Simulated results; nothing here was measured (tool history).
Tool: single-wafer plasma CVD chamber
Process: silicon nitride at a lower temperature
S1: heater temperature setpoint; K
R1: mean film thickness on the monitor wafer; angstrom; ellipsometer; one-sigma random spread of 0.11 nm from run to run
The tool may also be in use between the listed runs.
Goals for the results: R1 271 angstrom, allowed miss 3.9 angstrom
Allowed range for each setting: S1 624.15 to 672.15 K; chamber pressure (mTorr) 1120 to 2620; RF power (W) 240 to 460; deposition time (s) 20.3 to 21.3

Run 1, hour 0: S1 648.15 K, chamber pressure (mTorr) 1870, RF power (W) 350, deposition time (s) 21.3. Result: R1 289.29 angstrom.
Run 2, hour 1.2: S1 648.15 K, chamber pressure (mTorr) 1790, RF power (W) 350, deposition time (s) 21.3. Result: R1 282.74 angstrom.
Run 3, hour 8.8: S1 640.15 K, chamber pressure (mTorr) 1790, RF power (W) 350, deposition time (s) 21.3. Result: R1 283.3 angstrom.
Run 4, hour 14.1: S1 640.15 K, chamber pressure (mTorr) 1920, RF power (W) 350, deposition time (s) 21.3. Result: R1 290.5 angstrom.
Run 5, hour 21.1: S1 640.15 K, chamber pressure (mTorr) 1850, RF power (W) 350, deposition time (s) 21.3. Result: R1 286.79 angstrom.
Run 6, hour 27.5: S1 640.15 K, chamber pressure (mTorr) 1790, RF power (W) 350, deposition time (s) 21.3. Result: R1 284.02 angstrom.
Run 7, hour 35.6: S1 640.15 K, chamber pressure (mTorr) 1740, RF power (W) 350, deposition time (s) 21.3. Result: R1 281.9 angstrom.
Run 8, hour 40.3: S1 640.15 K, chamber pressure (mTorr) 1700, RF power (W) 350, deposition time (s) 21.3. Result: R1 277.23 angstrom.
Run 9, hour 43.4: S1 640.15 K, chamber pressure (mTorr) 1680, RF power (W) 350, deposition time (s) 21.3. Result: R1 279.45 angstrom.
Run 10, hour 49.4: S1 640.15 K, chamber pressure (mTorr) 1640, RF power (W) 350, deposition time (s) 21.3. Result: R1 275.75 angstrom.

Below are 5 possible settings for the next run. Only one of them brings all results inside the allowed miss of their targets. Which is it?
Run A, hour 55.4: S1 636.15 K, chamber pressure (mTorr) 1590, RF power (W) 385, deposition time (s) 20.3. Result: R1 ?.
Run B, hour 55.4: S1 640.15 K, chamber pressure (mTorr) 1680, RF power (W) 355, deposition time (s) 21.3. Result: R1 ?.
Run C, hour 55.4: S1 636.15 K, chamber pressure (mTorr) 1680, RF power (W) 340, deposition time (s) 21.1. Result: R1 ?.
Run D, hour 55.4: S1 644.15 K, chamber pressure (mTorr) 1460, RF power (W) 380, deposition time (s) 21.3. Result: R1 ?.
Run E, hour 55.4: S1 633.15 K, chamber pressure (mTorr) 1540, RF power (W) 345, deposition time (s) 20.7. Result: R1 ?.

move      R1
   A  280.09
   B  283.33
   C  273.01
   D  280.76
   E  262.17
A: further off than the last run
B: further off than the last run
C: every result lands within tolerance
D: further off than the last run
E: moves the result that the last run missed by most past its target, out the other side
The right move is C.

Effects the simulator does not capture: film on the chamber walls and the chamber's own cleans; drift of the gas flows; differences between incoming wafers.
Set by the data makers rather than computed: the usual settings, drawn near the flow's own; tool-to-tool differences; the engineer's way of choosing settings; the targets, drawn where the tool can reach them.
